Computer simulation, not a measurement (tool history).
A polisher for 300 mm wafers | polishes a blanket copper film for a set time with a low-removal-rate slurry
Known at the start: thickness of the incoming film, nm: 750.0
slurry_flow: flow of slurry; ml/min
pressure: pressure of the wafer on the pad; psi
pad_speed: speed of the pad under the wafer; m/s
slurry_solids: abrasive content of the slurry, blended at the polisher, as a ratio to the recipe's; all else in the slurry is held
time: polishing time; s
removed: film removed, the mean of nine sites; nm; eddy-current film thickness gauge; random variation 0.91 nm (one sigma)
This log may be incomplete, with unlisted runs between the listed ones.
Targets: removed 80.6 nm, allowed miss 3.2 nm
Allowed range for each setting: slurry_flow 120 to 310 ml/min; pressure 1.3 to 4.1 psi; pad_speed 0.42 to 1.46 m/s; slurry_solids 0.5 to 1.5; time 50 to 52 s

run 1 hour=0 | slurry_flow=200 pressure=2.7 pad_speed=0.94 slurry_solids=1 time=50 | removed=101.96
run 2 hour=1.9 | slurry_flow=200 pressure=3.2 pad_speed=0.94 slurry_solids=1 time=50 | removed=119.94
run 3 hour=8 | slurry_flow=200 pressure=2.9 pad_speed=0.94 slurry_solids=1 time=50 | removed=108.26
run 4 hour=13.2 | slurry_flow=200 pressure=2.7 pad_speed=0.94 slurry_solids=1 time=50 | removed=102.82
-- hour=17.9 slurry nozzle cleaned
run 5 hour=17.9 | slurry_flow=200 pressure=2.7 pad_speed=0.94 slurry_solids=1 time=52 | removed=112.1
run 6 hour=22.5 | slurry_flow=200 pressure=2.5 pad_speed=0.94 slurry_solids=1 time=52 | removed=102.66
run 7 hour=28.4 | slurry_flow=200 pressure=2.3 pad_speed=0.94 slurry_solids=1 time=52 | removed=95.616
run 8 hour=36 | slurry_flow=200 pressure=2.2 pad_speed=0.94 slurry_solids=1 time=52 | removed=92.001
run 9 hour=39.3 | slurry_flow=200 pressure=2.1 pad_speed=0.94 slurry_solids=1 time=52 | removed=86.441

Which of these 5 next moves meets every target?
run A hour=42.6 | slurry_flow=215 pressure=2.2 pad_speed=0.78 slurry_solids=1 time=50 | removed=?
run B hour=42.6 | slurry_flow=150 pressure=1.9 pad_speed=1 slurry_solids=1.2 time=51 | removed=?
run C hour=42.6 | slurry_flow=195 pressure=2.2 pad_speed=1 slurry_solids=0.85 time=52 | removed=?
run D hour=42.6 | slurry_flow=210 pressure=2 pad_speed=1.04 slurry_solids=0.9 time=52 | removed=?
run E hour=42.6 | slurry_flow=170 pressure=2.2 pad_speed=0.92 slurry_solids=0.95 time=51 | removed=?

move=A removed=75.208
move=B removed=82.48
move=C removed=95.391
move=D removed=92.287
move=E removed=85.994
A: carries the result that was furthest off beyond its target, to the other side
B: meets every target
C: further off than the last run
D: further off than the last run
E: nearer the targets than the last run, but a result is still out of spec
B is the move that brings every result within its allowed miss.
